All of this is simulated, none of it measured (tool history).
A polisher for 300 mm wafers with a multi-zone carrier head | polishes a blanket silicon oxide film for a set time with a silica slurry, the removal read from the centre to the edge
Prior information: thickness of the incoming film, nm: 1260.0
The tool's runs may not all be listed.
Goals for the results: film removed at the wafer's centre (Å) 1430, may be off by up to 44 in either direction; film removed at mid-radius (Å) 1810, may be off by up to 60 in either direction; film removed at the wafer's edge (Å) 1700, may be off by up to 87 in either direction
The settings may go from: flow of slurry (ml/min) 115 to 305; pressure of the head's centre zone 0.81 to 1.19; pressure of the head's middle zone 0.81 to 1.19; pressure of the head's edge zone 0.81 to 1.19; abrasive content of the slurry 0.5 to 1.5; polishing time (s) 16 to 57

run	day	flow of slurry (ml/min)	pressure of the head's centre zone	pressure of the head's middle zone	pressure of the head's edge zone	abrasive content of the slurry	polishing time (s)	film removed at the wafer's centre (Å)	film removed at mid-radius (Å)	film removed at the wafer's edge (Å)
1	0	195	1	1	1	1	36	963.49	955.42	979.77
2	0.242	195	1	1	1	0.9	36	896.16	907.58	927.88
3	0.3	200	0.97	1.04	1.03	1.05	38	1010.4	1075.1	1104.1
4	0.396	200	0.92	1.04	1.03	1.05	38	978.42	1092.2	1096.9
5	0.546	200	0.92	1.04	1.03	1.2	38	1047.8	1140.6	1161.1
6	0.629	200	0.92	0.98	1.03	1.2	38	1031.4	1103.1	1181.9
# day 0.729: edge zone pressure recalibrated
7	0.729	215	0.9	1.03	1.04	1.25	39	1098.6	1215.8	1189.3
8	0.821	205	0.88	1.06	1.05	1.3	41	1130.9	1301.5	1266.1
9	1.1	205	0.86	1.07	1.07	1.35	43	1190.8	1387.1	1350.6
10	1.342	200	0.85	1.09	1.09	1.4	45	1258.1	1517.4	1423.2
11	1.408	200	0.85	1.09	1.09	1.4	45	1236.8	1502.2	1450.6

Exactly one of the 5 candidate moves below puts every result within its allowed miss. Which one?
A	1.475	225	0.83	1.17	1.05	1.5	52	?	?	?
B	1.475	210	0.83	1.12	1.11	1.3	53	?	?	?
C	1.475	115	0.84	0.81	1.19	1.3	57	?	?	?
D	1.475	135	0.81	0.91	1.19	1.45	52	?	?	?
E	1.475	265	0.94	1.14	1.03	1.3	37	?	?	?

move	film removed at the wafer's centre (Å)	film removed at mid-radius (Å)	film removed at the wafer's edge (Å)
A	1494.9	1964.8	1728.9
B	1420.9	1801.1	1687.5
C	1324.7	1294.6	1706.5
D	1298.4	1422.6	1678.4
E	1122.6	1315.8	1170.3
A: carries the result that was furthest off beyond its target, to the other side
B: each result inside its tolerance
C: its largest miss is bigger than the last run's
D: its largest miss is bigger than the last run's
E: its largest miss is bigger than the last run's
Correct choice: B, which meets every target

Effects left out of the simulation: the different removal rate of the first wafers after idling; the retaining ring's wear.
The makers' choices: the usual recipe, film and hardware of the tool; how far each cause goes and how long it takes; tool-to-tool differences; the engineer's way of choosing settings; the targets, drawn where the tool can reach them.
